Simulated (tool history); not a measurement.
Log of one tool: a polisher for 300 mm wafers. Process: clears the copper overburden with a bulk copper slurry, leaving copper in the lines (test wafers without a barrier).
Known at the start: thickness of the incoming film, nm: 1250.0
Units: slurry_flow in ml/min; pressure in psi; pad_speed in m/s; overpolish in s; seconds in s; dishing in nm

| run | hour | slurry_flow | pressure | pad_speed | slurry_solids | overpolish | seconds | dishing |
|---|---|---|---|---|---|---|---|---|
| 1 | 0 | 320 | 2.5 | 1.1 | 1 | 28 | 168.12 | 103.66 |
| 2 | 0.8 | 375 | 2.5 | 1.1 | 1 | 28 | 165 | 103.98 |
| 3 | 1.8 | 375 | 2.5 | 1.1 | 1.2 | 28 | 161.48 | 110.1 |
| 4 | 7.3 | 375 | 2.3 | 1.1 | 1.2 | 29 | 171.08 | 105.38 |
| 5 | 12.1 | 375 | 2.3 | 1.1 | 1.3 | 29 | 167.87 | 106.73 |
| 6 | 14.7 | 375 | 2.3 | 1.34 | 1.3 | 29 | 138.67 | 114.16 |

Forecast run 7:
| 7 | 23.3 | 375 | 2.2 | 1.34 | 1.3 | 30 | ? | ? |

{"run 7": {"seconds": 142.69, "dishing": 114.46}}
